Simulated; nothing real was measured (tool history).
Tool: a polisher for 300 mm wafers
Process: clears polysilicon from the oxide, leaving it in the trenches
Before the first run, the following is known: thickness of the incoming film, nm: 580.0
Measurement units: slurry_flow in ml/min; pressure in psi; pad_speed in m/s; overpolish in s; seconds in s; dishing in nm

Run 1, day 0: slurry_flow 155 ml/min, pressure 2.4 psi, pad_speed 1.22 m/s, overpolish 11 s. Result: seconds 34.485 s, dishing 72.514 nm.
Run 2, day 0.171: slurry_flow 155 ml/min, pressure 2.2 psi, pad_speed 1.22 m/s, overpolish 11 s. Result: seconds 37.511 s, dishing 72.291 nm.
Run 3, day 0.271: slurry_flow 185 ml/min, pressure 2.2 psi, pad_speed 1.22 m/s, overpolish 11 s. Result: seconds 37.093 s, dishing 71.639 nm.
Run 4, day 0.496: slurry_flow 200 ml/min, pressure 2.4 psi, pad_speed 1.2 m/s, overpolish 9 s. Result: seconds 33.803 s, dishing 70.298 nm.
Run 5, day 0.542: slurry_flow 200 ml/min, pressure 2.4 psi, pad_speed 1.04 m/s, overpolish 9 s. Result: seconds 37.89 s, dishing 68.619 nm.
Run 6, day 0.85: slurry_flow 210 ml/min, pressure 2.6 psi, pad_speed 1.04 m/s, overpolish 7 s. Result: seconds 35.044 s, dishing 63.935 nm.
Run 7, day 0.929: slurry_flow 210 ml/min, pressure 2.7 psi, pad_speed 1.04 m/s, overpolish 6 s. Result: seconds 33.376 s, dishing 60.813 nm.
Run 8, day 1.221: slurry_flow 210 ml/min, pressure 2.8 psi, pad_speed 1.04 m/s, overpolish 6 s. Result: seconds 32.548 s, dishing 61.532 nm.
Run 9, day 1.467: slurry_flow 215 ml/min, pressure 3.2 psi, pad_speed 1.06 m/s, overpolish 3 s. Result: seconds 28.01 s, dishing 46.699 nm.
Run 10, day 1.571: slurry_flow 220 ml/min, pressure 3.1 psi, pad_speed 1.08 m/s, overpolish 4 s. Result: seconds 28.572 s, dishing 54.64 nm.
Run 11, day 1.688: slurry_flow 225 ml/min, pressure 3.1 psi, pad_speed 1.08 m/s, overpolish 4 s. Result: seconds 28.418 s, dishing 55.032 nm.
Run 12, day 1.729: slurry_flow 230 ml/min, pressure 3.1 psi, pad_speed 1.08 m/s, overpolish 10 s. Result: seconds 28.386 s, dishing 74.086 nm.
Run 13, day 1.971: slurry_flow 230 ml/min, pressure 3.1 psi, pad_speed 1.08 m/s, overpolish 10 s. Result: seconds 28.548 s, dishing 74.355 nm.
Run 14, day 2.1: slurry_flow 220 ml/min, pressure 3.1 psi, pad_speed 1.08 m/s, overpolish 9 s. Result: seconds 28.631 s, dishing 73.154 nm.
Run 15, day 2.238: slurry_flow 220 ml/min, pressure 3.1 psi, pad_speed 1.1 m/s, overpolish 8 s. Result: seconds 28.627 s, dishing 71.822 nm.
Run 16, day 2.496: slurry_flow 220 ml/min, pressure 3.1 psi, pad_speed 1.1 m/s, overpolish 7 s. Result: seconds 28.36 s, dishing 67.802 nm.
Run 17, day 2.662: slurry_flow 220 ml/min, pressure 3.1 psi, pad_speed 1.1 m/s, overpolish 6 s. Result: seconds 28.16 s, dishing 66.069 nm.

For run 18, what comes out?
Run 18, day 2.754: slurry_flow 215 ml/min, pressure 3.1 psi, pad_speed 1.1 m/s, overpolish 6 s. Result: seconds ?, dishing ?.

Run 18 measured seconds 28.847 s, dishing 65.509 nm.

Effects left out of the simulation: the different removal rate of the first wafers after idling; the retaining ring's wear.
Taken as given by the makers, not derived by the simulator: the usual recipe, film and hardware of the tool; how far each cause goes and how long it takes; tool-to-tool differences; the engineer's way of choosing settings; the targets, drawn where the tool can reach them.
